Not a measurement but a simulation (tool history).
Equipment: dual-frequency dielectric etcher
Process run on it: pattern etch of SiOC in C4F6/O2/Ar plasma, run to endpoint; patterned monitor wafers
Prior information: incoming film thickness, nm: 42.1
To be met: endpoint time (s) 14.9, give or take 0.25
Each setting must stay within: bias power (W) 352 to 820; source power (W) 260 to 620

{"run": 1, "hour": 0.0, "bias power (W)": 586, "source power (W)": 440, "endpoint time (s)": 13.299}
{"run": 2, "hour": 1.5, "bias power (W)": 541, "source power (W)": 430, "endpoint time (s)": 13.724}
{"run": 3, "hour": 4.7, "bias power (W)": 505, "source power (W)": 430, "endpoint time (s)": 14.252}
{"run": 4, "hour": 10.7, "bias power (W)": 578, "source power (W)": 430, "endpoint time (s)": 13.426}
{"run": 5, "hour": 11.8, "bias power (W)": 540, "source power (W)": 430, "endpoint time (s)": 13.775}
{"run": 6, "hour": 12.7, "bias power (W)": 511, "source power (W)": 430, "endpoint time (s)": 14.067}
{"run": 7, "hour": 17.1, "bias power (W)": 421, "source power (W)": 420, "endpoint time (s)": 15.431}
{"run": 8, "hour": 19.1, "bias power (W)": 432, "source power (W)": 420, "endpoint time (s)": 15.253}

Pick the move, out of 5, that brings all results within their allowed miss; only one does.
{"run": "A", "hour": 21.1, "bias power (W)": 401, "source power (W)": 450, "endpoint time (s)": "?"}
{"run": "B", "hour": 21.1, "bias power (W)": 452, "source power (W)": 500, "endpoint time (s)": "?"}
{"run": "C", "hour": 21.1, "bias power (W)": 416, "source power (W)": 510, "endpoint time (s)": "?"}
{"run": "D", "hour": 21.1, "bias power (W)": 474, "source power (W)": 480, "endpoint time (s)": "?"}
{"run": "E", "hour": 21.1, "bias power (W)": 422, "source power (W)": 390, "endpoint time (s)": "?"}

move=A endpoint_time_(s)=15.512
move=B endpoint_time_(s)=14.409
move=C endpoint_time_(s)=14.864
move=D endpoint_time_(s)=14.244
move=E endpoint_time_(s)=15.621
A: the biggest miss grows against the last run
B: carries the result that was furthest off beyond its target, to the other side
C: in spec on every target
D: carries the result that was furthest off beyond its target, to the other side
E: the biggest miss grows against the last run
Move C is the one to make.
